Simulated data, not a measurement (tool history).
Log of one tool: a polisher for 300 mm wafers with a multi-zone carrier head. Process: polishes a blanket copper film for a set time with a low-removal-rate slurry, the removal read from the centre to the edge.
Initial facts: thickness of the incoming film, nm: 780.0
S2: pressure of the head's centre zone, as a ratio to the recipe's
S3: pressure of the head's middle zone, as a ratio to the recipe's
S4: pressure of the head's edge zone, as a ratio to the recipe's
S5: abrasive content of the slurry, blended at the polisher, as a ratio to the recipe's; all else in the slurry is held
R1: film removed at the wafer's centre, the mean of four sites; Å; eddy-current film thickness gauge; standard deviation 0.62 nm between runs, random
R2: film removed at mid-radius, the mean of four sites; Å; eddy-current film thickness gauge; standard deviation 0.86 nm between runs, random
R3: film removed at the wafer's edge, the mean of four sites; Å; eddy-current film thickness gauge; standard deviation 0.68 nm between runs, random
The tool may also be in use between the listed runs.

{"run": 1, "hour": 0.0, "flow of slurry (ml/min)": 225, "S2": 1.0, "S3": 1.0, "S4": 1.0, "S5": 1.0, "polishing time (s)": 49, "R1": 990.38, "R2": 1022.9, "R3": 1050.1}
{"run": 2, "hour": 2.6, "flow of slurry (ml/min)": 225, "S2": 1.0, "S3": 1.0, "S4": 1.0, "S5": 1.0, "polishing time (s)": 58, "R1": 1153.2, "R2": 1204.1, "R3": 1192.9}
{"run": 3, "hour": 10.2, "flow of slurry (ml/min)": 225, "S2": 1.05, "S3": 1.0, "S4": 1.0, "S5": 1.0, "polishing time (s)": 58, "R1": 1218.9, "R2": 1197.4, "R3": 1211.5}
{"run": 4, "hour": 10.8, "flow of slurry (ml/min)": 275, "S2": 1.05, "S3": 1.0, "S4": 1.0, "S5": 1.0, "polishing time (s)": 58, "R1": 1246.4, "R2": 1188.5, "R3": 1226.7}
{"run": 5, "hour": 16.8, "flow of slurry (ml/min)": 270, "S2": 1.01, "S3": 1.0, "S4": 0.99, "S5": 0.9, "polishing time (s)": 53, "R1": 1102.3, "R2": 1100.4, "R3": 1097.5}
{"run": 6, "hour": 22.4, "flow of slurry (ml/min)": 315, "S2": 1.01, "S3": 1.0, "S4": 0.99, "S5": 0.9, "polishing time (s)": 53, "R1": 1102.2, "R2": 1097.2, "R3": 1127.1}
{"run": 7, "hour": 30.1, "flow of slurry (ml/min)": 310, "S2": 0.98, "S3": 1.0, "S4": 0.99, "S5": 0.85, "polishing time (s)": 48, "R1": 949.2, "R2": 992.76, "R3": 1020.0}
{"run": 8, "hour": 31.5, "flow of slurry (ml/min)": 305, "S2": 0.96, "S3": 0.99, "S4": 0.98, "S5": 0.8, "polishing time (s)": 45, "R1": 849.57, "R2": 914.11, "R3": 944.69}
{"run": 9, "hour": 39.6, "flow of slurry (ml/min)": 260, "S2": 0.86, "S3": 0.94, "S4": 0.88, "S5": 0.55, "polishing time (s)": 31, "R1": 480.32, "R2": 554.13, "R3": 558.52}
{"run": 10, "hour": 42.5, "flow of slurry (ml/min)": 265, "S2": 0.86, "S3": 0.95, "S4": 0.9, "S5": 0.55, "polishing time (s)": 31, "R1": 501.9, "R2": 568.41, "R3": 571.94}
{"run": 11, "hour": 51.3, "flow of slurry (ml/min)": 265, "S2": 0.85, "S3": 0.96, "S4": 0.92, "S5": 0.6, "polishing time (s)": 31, "R1": 484.43, "R2": 573.1, "R3": 591.59}
{"run": 12, "hour": 54.7, "flow of slurry (ml/min)": 270, "S2": 0.85, "S3": 0.97, "S4": 0.93, "S5": 0.6, "polishing time (s)": 31, "R1": 485.02, "R2": 572.83, "R3": 583.34}
{"run": 13, "hour": 58.1, "flow of slurry (ml/min)": 275, "S2": 0.85, "S3": 0.98, "S4": 0.94, "S5": 0.6, "polishing time (s)": 31, "R1": 494.7, "R2": 581.66, "R3": 601.37}
{"run": 14, "hour": 60.5, "flow of slurry (ml/min)": 280, "S2": 0.85, "S3": 0.99, "S4": 0.94, "S5": 0.6, "polishing time (s)": 31, "R1": 490.96, "R2": 588.42, "R3": 598.28}

What will run 15 give?
{"run": 15, "hour": 61.2, "flow of slurry (ml/min)": 285, "S2": 0.85, "S3": 1.0, "S4": 0.95, "S5": 0.6, "polishing time (s)": 31, "R1": "?", "R2": "?", "R3": "?"}

{"run 15": {"R1": 492.6, "R2": 597.08, "R3": 587.62}}

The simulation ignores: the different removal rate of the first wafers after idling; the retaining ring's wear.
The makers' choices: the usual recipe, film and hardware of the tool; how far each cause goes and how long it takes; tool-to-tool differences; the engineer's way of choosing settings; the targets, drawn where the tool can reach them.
